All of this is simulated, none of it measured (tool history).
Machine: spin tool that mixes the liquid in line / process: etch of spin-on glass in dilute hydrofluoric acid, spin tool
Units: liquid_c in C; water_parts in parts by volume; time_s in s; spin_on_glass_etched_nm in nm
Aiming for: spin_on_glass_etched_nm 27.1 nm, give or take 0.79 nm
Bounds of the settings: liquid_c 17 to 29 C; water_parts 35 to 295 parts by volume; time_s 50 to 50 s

{"run": 1, "hour": 0.0, "liquid_c": 21, "water_parts": 165, "time_s": 50, "spin_on_glass_etched_nm": 11.297}
{"run": 2, "hour": 7.5, "liquid_c": 21, "water_parts": 200, "time_s": 50, "spin_on_glass_etched_nm": 9.0449}
{"run": 3, "hour": 15.1, "liquid_c": 21, "water_parts": 255, "time_s": 50, "spin_on_glass_etched_nm": 6.7646}
{"run": 4, "hour": 17.7, "liquid_c": 18.5, "water_parts": 255, "time_s": 50, "spin_on_glass_etched_nm": 6.0949}
{"run": 5, "hour": 21.1, "liquid_c": 21, "water_parts": 255, "time_s": 50, "spin_on_glass_etched_nm": 6.8085}
{"run": 6, "hour": 25.4, "liquid_c": 21, "water_parts": 290, "time_s": 50, "spin_on_glass_etched_nm": 5.7747}
{"run": 7, "hour": 28.7, "liquid_c": 21, "water_parts": 290, "time_s": 50, "spin_on_glass_etched_nm": 5.679}
{"run": 8, "hour": 34.3, "liquid_c": 23, "water_parts": 235, "time_s": 50, "spin_on_glass_etched_nm": 8.0173}
{"run": 9, "hour": 41.1, "liquid_c": 24.5, "water_parts": 190, "time_s": 50, "spin_on_glass_etched_nm": 10.892}
{"run": 10, "hour": 44.8, "liquid_c": 25.5, "water_parts": 155, "time_s": 50, "spin_on_glass_etched_nm": 14.377}
{"run": 11, "hour": 51.9, "liquid_c": 26.5, "water_parts": 135, "time_s": 50, "spin_on_glass_etched_nm": 17.837}
{"run": 12, "hour": 56.5, "liquid_c": 27, "water_parts": 125, "time_s": 50, "spin_on_glass_etched_nm": 19.795}
{"run": 13, "hour": 57.5, "liquid_c": 27.5, "water_parts": 115, "time_s": 50, "spin_on_glass_etched_nm": 22.059}
{"run": 14, "hour": 58.1, "liquid_c": 28, "water_parts": 110, "time_s": 50, "spin_on_glass_etched_nm": 24.049}
{"run": 15, "hour": 59.1, "liquid_c": 28, "water_parts": 110, "time_s": 50, "spin_on_glass_etched_nm": 23.693}
{"run": 16, "hour": 62.3, "liquid_c": 28, "water_parts": 105, "time_s": 50, "spin_on_glass_etched_nm": 25.086}

Pick the move, out of 5, that brings all results within their allowed miss; only one does.
{"run": "A", "hour": 65.5, "liquid_c": 28, "water_parts": 110, "time_s": 50, "spin_on_glass_etched_nm": "?"}
{"run": "B", "hour": 65.5, "liquid_c": 29, "water_parts": 110, "time_s": 50, "spin_on_glass_etched_nm": "?"}
{"run": "C", "hour": 65.5, "liquid_c": 27, "water_parts": 110, "time_s": 50, "spin_on_glass_etched_nm": "?"}
{"run": "D", "hour": 65.5, "liquid_c": 27.5, "water_parts": 110, "time_s": 50, "spin_on_glass_etched_nm": "?"}
{"run": "E", "hour": 65.5, "liquid_c": 22.5, "water_parts": 80, "time_s": 50, "spin_on_glass_etched_nm": "?"}

move=A spin_on_glass_etched_nm=23.452
move=B spin_on_glass_etched_nm=24.354
move=C spin_on_glass_etched_nm=22.577
move=D spin_on_glass_etched_nm=23.011
move=E spin_on_glass_etched_nm=26.99
A: the biggest miss grows against the last run
B: the biggest miss grows against the last run
C: the biggest miss grows against the last run
D: the biggest miss grows against the last run
E: all results in spec
Go with E: it meets all targets.
